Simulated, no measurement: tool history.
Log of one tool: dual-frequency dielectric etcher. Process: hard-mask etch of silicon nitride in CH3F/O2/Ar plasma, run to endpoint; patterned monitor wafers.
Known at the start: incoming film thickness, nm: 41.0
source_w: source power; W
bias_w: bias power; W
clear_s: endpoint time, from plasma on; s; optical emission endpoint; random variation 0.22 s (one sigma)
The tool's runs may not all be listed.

run,hour,source_w,bias_w,clear_s
1,0,340,63,66.038
2,7.4,320,63,68.442
3,9.3,340,64,65.443
4,13.2,360,65,63.308
5,13.8,320,65,67.735
6,17.3,370,65,62.049
7,25,380,65,61.7
8,31.7,390,66,59.86
9,36.8,400,66,58.777
10,42.2,410,66,58.341
11,47,420,66,57.446

The next listed run, before its measurement:
12,48.4,430,66,?

clear_s: 56.43 s

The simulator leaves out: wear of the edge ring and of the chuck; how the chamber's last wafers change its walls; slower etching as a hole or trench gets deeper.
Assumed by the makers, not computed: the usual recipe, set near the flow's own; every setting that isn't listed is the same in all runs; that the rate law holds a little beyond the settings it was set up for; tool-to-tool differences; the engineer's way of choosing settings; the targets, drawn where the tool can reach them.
